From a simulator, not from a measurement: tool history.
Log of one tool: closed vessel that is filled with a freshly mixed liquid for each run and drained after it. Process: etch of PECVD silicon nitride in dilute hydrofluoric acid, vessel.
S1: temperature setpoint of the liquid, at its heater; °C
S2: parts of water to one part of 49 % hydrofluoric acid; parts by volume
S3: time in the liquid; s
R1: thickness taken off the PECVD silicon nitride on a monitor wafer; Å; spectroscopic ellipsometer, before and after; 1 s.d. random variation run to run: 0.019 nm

Run 1, hour 0.0: S1 23.0 °C, S2 45 parts by volume, S3 85 s. Result: R1 94.497 Å.
Run 2, hour 3.4: S1 23.0 °C, S2 45 parts by volume, S3 55 s. Result: R1 60.948 Å.
Run 3, hour 12.0: S1 22.0 °C, S2 45 parts by volume, S3 55 s. Result: R1 57.219 Å.
Run 4, hour 20.3: S1 22.0 °C, S2 45 parts by volume, S3 85 s. Result: R1 87.898 Å.
Run 5, hour 26.0: S1 22.0 °C, S2 30 parts by volume, S3 85 s. Result: R1 131.220 Å.
Run 6, hour 27.8: S1 21.0 °C, S2 35 parts by volume, S3 85 s. Result: R1 105.350 Å.

For run 7, what comes out?
Run 7, hour 30.0: S1 20.5 °C, S2 40 parts by volume, S3 85 s. Result: R1 ?.

Run 7 yielded R1 89.236 Å.
